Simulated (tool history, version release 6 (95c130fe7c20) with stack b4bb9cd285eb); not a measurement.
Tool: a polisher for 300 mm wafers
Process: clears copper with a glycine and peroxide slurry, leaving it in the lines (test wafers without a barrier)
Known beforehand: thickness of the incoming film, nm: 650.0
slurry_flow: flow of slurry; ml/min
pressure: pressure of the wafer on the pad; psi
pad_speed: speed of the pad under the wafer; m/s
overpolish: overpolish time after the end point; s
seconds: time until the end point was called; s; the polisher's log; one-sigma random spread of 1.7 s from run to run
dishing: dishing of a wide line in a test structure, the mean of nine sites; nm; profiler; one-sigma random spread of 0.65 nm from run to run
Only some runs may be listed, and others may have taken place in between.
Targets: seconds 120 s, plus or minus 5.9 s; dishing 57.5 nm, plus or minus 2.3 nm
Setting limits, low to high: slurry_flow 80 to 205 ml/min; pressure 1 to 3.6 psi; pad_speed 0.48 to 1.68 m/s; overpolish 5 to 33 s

run 1 hour=0 | slurry_flow=135 pressure=2.3 pad_speed=1.08 overpolish=17 | seconds=129.8 dishing=47.383
run 2 hour=3.6 | slurry_flow=135 pressure=2.3 pad_speed=0.94 overpolish=17 | seconds=148.81 dishing=44.902
run 3 hour=7.2 | slurry_flow=135 pressure=2.3 pad_speed=0.94 overpolish=11 | seconds=146.07 dishing=33.349
run 4 hour=9.2 | slurry_flow=135 pressure=2.3 pad_speed=1.2 overpolish=11 | seconds=122.43 dishing=37.585
run 5 hour=9.9 | slurry_flow=130 pressure=2.3 pad_speed=1.2 overpolish=13 | seconds=119.34 dishing=42.205
run 6 hour=15.6 | slurry_flow=130 pressure=2.3 pad_speed=1.2 overpolish=18 | seconds=123.33 dishing=49.243
run 7 hour=23 | slurry_flow=135 pressure=2.3 pad_speed=1.2 overpolish=19 | seconds=121.15 dishing=52.872
run 8 hour=25.4 | slurry_flow=135 pressure=2.3 pad_speed=1.2 overpolish=20 | seconds=119.3 dishing=53.916
run 9 hour=30.8 | slurry_flow=135 pressure=2.3 pad_speed=1.2 overpolish=21 | seconds=119.46 dishing=54.567

Which single option among these 5 for the next run brings every result within its allowed miss of target? Just one does.
run A hour=36.2 | slurry_flow=130 pressure=2.3 pad_speed=1.1 overpolish=20 | seconds=? dishing=?
run B hour=36.2 | slurry_flow=130 pressure=2.6 pad_speed=1.28 overpolish=18 | seconds=? dishing=?
run C hour=36.2 | slurry_flow=150 pressure=2.2 pad_speed=1.24 overpolish=20 | seconds=? dishing=?
run D hour=36.2 | slurry_flow=130 pressure=3.3 pad_speed=0.86 overpolish=23 | seconds=? dishing=?
run E hour=36.2 | slurry_flow=110 pressure=2.7 pad_speed=1.32 overpolish=17 | seconds=? dishing=?

move=A seconds=125.55 dishing=52.067
move=B seconds=101.55 dishing=54.219
move=C seconds=115.3 dishing=53.73
move=D seconds=115.48 dishing=58.754
move=E seconds=99.467 dishing=53.239
A: the biggest miss grows against the last run
B: the biggest miss grows against the last run
C: the biggest miss grows against the last run
D: in spec on every target
E: the biggest miss grows against the last run
Answer: D
